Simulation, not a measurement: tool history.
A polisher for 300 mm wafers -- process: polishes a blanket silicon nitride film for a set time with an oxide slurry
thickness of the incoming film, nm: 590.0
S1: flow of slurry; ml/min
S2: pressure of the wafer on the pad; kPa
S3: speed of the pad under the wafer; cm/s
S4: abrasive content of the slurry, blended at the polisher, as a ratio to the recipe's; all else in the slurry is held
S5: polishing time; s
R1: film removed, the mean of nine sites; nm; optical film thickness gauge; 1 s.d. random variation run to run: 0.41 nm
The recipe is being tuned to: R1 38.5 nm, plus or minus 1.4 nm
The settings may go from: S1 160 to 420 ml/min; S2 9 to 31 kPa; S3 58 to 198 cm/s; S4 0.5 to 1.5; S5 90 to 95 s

{"run": 1, "hour": 0.0, "S1": 270, "S2": 20, "S3": 128, "S4": 1, "S5": 90, "R1": 50.353}
{"run": 2, "hour": 6.9, "S1": 270, "S2": 19.3, "S3": 128, "S4": 1, "S5": 90, "R1": 47.319}
{"run": 3, "hour": 10.7, "S1": 245, "S2": 19.3, "S3": 128, "S4": 1, "S5": 90, "R1": 47.642}
{"run": 4, "hour": 19.4, "S1": 245, "S2": 19.3, "S3": 128, "S4": 0.85, "S5": 90, "R1": 44.122}
{"run": 5, "hour": 25.0, "S1": 245, "S2": 23.4, "S3": 128, "S4": 0.85, "S5": 90, "R1": 53.451}
{"run": 6, "hour": 31.4, "S1": 245, "S2": 23.4, "S3": 102, "S4": 0.85, "S5": 90, "R1": 44.562}
{"run": 7, "hour": 35.6, "S1": 245, "S2": 22.8, "S3": 102, "S4": 0.85, "S5": 90, "R1": 42.814}
{"run": 8, "hour": 41.8, "S1": 245, "S2": 21.4, "S3": 102, "S4": 0.85, "S5": 90, "R1": 41.422}

Exactly one of the 5 candidate moves below puts every result within its allowed miss. Which one?
{"run": "A", "hour": 48.0, "S1": 260, "S2": 27.6, "S3": 60, "S4": 0.8, "S5": 92, "R1": "?"}
{"run": "B", "hour": 48.0, "S1": 235, "S2": 22.8, "S3": 108, "S4": 0.8, "S5": 92, "R1": "?"}
{"run": "C", "hour": 48.0, "S1": 270, "S2": 21.4, "S3": 102, "S4": 0.8, "S5": 95, "R1": "?"}
{"run": "D", "hour": 48.0, "S1": 265, "S2": 20, "S3": 94, "S4": 0.85, "S5": 95, "R1": "?"}
{"run": "E", "hour": 48.0, "S1": 290, "S2": 24.8, "S3": 90, "S4": 0.85, "S5": 94, "R1": "?"}

move=A R1=34.36
move=B R1=45.052
move=C R1=42.476
move=D R1=38.254
move=E R1=45.53
A: moves the result that the last run missed by most past its target, out the other side
B: its largest miss is bigger than the last run's
C: its largest miss is bigger than the last run's
D: every result within its allowed miss
E: its largest miss is bigger than the last run's
Go with D: it meets all targets.

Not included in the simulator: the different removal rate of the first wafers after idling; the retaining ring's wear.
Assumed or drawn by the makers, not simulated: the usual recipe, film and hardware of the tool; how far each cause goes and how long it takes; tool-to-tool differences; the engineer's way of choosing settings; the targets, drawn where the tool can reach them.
